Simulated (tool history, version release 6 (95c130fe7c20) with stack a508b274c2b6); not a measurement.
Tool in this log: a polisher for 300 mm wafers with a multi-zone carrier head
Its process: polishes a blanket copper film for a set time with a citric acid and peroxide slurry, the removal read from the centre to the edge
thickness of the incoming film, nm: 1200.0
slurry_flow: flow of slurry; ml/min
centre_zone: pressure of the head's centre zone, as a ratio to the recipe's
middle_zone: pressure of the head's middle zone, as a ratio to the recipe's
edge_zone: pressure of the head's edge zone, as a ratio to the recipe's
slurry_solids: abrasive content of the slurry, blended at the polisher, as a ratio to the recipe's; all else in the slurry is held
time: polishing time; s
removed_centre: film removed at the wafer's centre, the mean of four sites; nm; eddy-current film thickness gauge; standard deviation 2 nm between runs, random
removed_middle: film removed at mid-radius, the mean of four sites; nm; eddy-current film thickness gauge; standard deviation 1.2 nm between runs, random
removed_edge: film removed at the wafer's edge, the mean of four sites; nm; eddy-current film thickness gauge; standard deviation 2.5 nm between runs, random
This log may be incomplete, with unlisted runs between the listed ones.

run	hour	slurry_flow	centre_zone	middle_zone	edge_zone	slurry_solids	time	removed_centre	removed_middle	removed_edge
1	0	185	1	1	1	1	57	132.76	157.56	144.24
2	7.1	185	1	1	1	1	64	151.64	178	170.02
3	11.8	185	1	1	1.08	1	64	152.13	175.5	172.67
4	12.4	195	1.04	0.98	1.08	1	64	158.17	173.29	170.38
5	15.5	200	1.07	0.96	1.1	1.05	64	166.25	173.47	173.15
6	23.7	205	1.09	0.94	1.11	1.05	64	172.95	171.28	175.03
7	32.3	210	1.1	0.93	1.11	1.05	64	170.53	170.35	179.26
8	37.3	205	1.12	0.93	1.12	1.1	64	177.09	172.96	182.28
9	37.8	210	1.14	0.92	1.11	1.05	64	176.29	169.55	179.66
10	39.8	230	1.15	0.91	1.1	1.05	63	179.14	165.83	177.34
11	43.5	235	1.16	0.92	1.1	1.05	63	182.1	168.87	173.75

For run 12, what comes out?
12	46.6	235	1.17	0.92	1.1	1.05	63	?	?	?

removed_centre: 184.68 nm
removed_middle: 170.1 nm
removed_edge: 178.54 nm

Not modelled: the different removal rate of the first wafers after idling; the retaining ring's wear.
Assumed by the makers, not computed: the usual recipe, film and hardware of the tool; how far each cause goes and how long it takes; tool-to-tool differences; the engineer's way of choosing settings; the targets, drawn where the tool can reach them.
